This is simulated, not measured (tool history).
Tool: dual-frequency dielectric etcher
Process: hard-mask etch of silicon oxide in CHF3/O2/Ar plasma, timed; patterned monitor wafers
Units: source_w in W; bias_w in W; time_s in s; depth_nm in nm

| run | hour | source_w | bias_w | time_s | depth_nm |
|---|---|---|---|---|---|
| 1 | 0.0 | 510 | 194 | 14.5 | 26.786 |
| 2 | 2.6 | 600 | 194 | 14.5 | 28.336 |
| 3 | 5.5 | 600 | 194 | 14.5 | 28.108 |
| 4 | 14.4 | 600 | 207 | 14.5 | 28.773 |
|  | 15.0 | source power generator calibrated |
| 5 | 15.0 | 600 | 207 | 14.5 | 29.079 |
| 6 | 20.6 | 620 | 208 | 14.5 | 29.636 |

Forecast run 7:
| 7 | 25.7 | 630 | 209 | 14.5 | ? |

{"run 7": {"depth_nm": 29.831}}

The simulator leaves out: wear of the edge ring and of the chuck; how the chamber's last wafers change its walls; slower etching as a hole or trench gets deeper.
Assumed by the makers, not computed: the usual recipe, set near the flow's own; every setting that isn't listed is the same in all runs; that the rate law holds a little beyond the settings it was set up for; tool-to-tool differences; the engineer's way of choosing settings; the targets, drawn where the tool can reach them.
